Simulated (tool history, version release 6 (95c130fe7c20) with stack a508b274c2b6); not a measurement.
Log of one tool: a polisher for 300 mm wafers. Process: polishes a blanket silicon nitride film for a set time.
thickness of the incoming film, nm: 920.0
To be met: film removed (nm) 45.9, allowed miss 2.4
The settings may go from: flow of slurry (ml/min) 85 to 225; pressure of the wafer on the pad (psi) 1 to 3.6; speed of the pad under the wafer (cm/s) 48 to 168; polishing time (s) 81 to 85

| run | hour | flow of slurry (ml/min) | pressure of the wafer on the pad (psi) | speed of the pad under the wafer (cm/s) | polishing time (s) | film removed (nm) |
|---|---|---|---|---|---|---|
| 1 | 0 | 145 | 2.3 | 108 | 81 | 77.571 |
| 2 | 5.8 | 125 | 2.3 | 108 | 81 | 75.708 |
| 3 | 8.4 | 125 | 2.3 | 132 | 81 | 84.551 |
| 4 | 11.1 | 125 | 2.3 | 132 | 81 | 85.866 |
| 5 | 19.1 | 95 | 2.3 | 132 | 81 | 79.33 |
| 6 | 25.1 | 95 | 2.3 | 132 | 81 | 79.232 |
| 7 | 28.3 | 95 | 1.7 | 124 | 81 | 62.307 |
| 8 | 31.2 | 95 | 1.5 | 122 | 81 | 54.261 |

Which of these 5 next moves meets every target?
| A | 34.1 | 110 | 1.3 | 98 | 81 | ? |
| B | 34.1 | 95 | 1.1 | 104 | 81 | ? |
| C | 34.1 | 105 | 1.4 | 132 | 81 | ? |
| D | 34.1 | 85 | 2 | 130 | 84 | ? |
| E | 34.1 | 85 | 1.8 | 150 | 82 | ? |

| move | film removed (nm) |
|---|---|
| A | 45.614 |
| B | 41.06 |
| C | 57.151 |
| D | 70.298 |
| E | 70.013 |
A: meets every target
B: takes the result that was furthest off past its target
C: further off than the last run
D: further off than the last run
E: further off than the last run
Move A is the one to make.

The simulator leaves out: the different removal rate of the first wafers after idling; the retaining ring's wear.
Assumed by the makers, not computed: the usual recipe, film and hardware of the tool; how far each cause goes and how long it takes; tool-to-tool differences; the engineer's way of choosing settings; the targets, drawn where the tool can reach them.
